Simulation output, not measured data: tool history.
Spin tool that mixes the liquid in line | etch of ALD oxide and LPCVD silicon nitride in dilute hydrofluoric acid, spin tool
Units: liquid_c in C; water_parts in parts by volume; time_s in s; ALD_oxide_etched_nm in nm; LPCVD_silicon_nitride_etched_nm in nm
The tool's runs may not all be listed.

run,hour,liquid_c,water_parts,time_s,ALD_oxide_etched_nm,LPCVD_silicon_nitride_etched_nm
1,0.0,22.0,245,180,14.982,0.30695
2,2.6,21.0,265,180,13.338,0.22025
3,11.7,21.0,205,180,18.206,0.34726
4,15.0,21.5,245,180,14.805,0.23960
5,17.4,23.0,275,175,13.138,0.30800
6,21.4,23.0,205,175,18.986,0.38072
7,27.6,22.5,240,175,15.574,0.35711
8,34.4,22.0,265,175,13.395,0.25809

The next listed run, before its measurement:
9,36.8,22.0,285,175,?,?

ALD_oxide_etched_nm: 12.245 nm
LPCVD_silicon_nitride_etched_nm: 0.26546 nm

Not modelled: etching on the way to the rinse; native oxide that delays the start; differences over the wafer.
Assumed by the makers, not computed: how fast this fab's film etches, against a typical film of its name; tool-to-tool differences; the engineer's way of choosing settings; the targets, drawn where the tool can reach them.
